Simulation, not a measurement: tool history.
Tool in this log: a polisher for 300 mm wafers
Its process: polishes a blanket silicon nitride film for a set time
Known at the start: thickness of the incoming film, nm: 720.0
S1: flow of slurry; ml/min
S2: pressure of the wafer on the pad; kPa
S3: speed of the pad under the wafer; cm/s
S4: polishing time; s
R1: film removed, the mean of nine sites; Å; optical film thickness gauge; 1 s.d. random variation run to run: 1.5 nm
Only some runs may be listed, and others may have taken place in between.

Run 1, day 0.000: S1 280 ml/min, S2 33.8 kPa, S3 124 cm/s, S4 95 s. Result: R1 2231.9 Å.
Run 2, day 0.096: S1 280 ml/min, S2 32.4 kPa, S3 124 cm/s, S4 95 s. Result: R1 2134.9 Å.
Run 3, day 0.304: S1 280 ml/min, S2 32.4 kPa, S3 124 cm/s, S4 95 s. Result: R1 2160.0 Å.
Run 4, day 0.567: S1 280 ml/min, S2 31.0 kPa, S3 124 cm/s, S4 95 s. Result: R1 2064.9 Å.
Run 5, day 0.912: S1 280 ml/min, S2 30.3 kPa, S3 124 cm/s, S4 95 s. Result: R1 2043.3 Å.
Run 6, day 1.133: S1 220 ml/min, S2 30.3 kPa, S3 124 cm/s, S4 95 s. Result: R1 2021.7 Å.
Run 7, day 1.488: S1 220 ml/min, S2 29.6 kPa, S3 124 cm/s, S4 95 s. Result: R1 1943.8 Å.

Run 8, settings as shown, results not yet in. Your forecast:
Run 8, day 1.579: S1 220 ml/min, S2 29.0 kPa, S3 124 cm/s, S4 95 s. Result: R1 ?.

{"run 8": {"R1": 1914.5}}
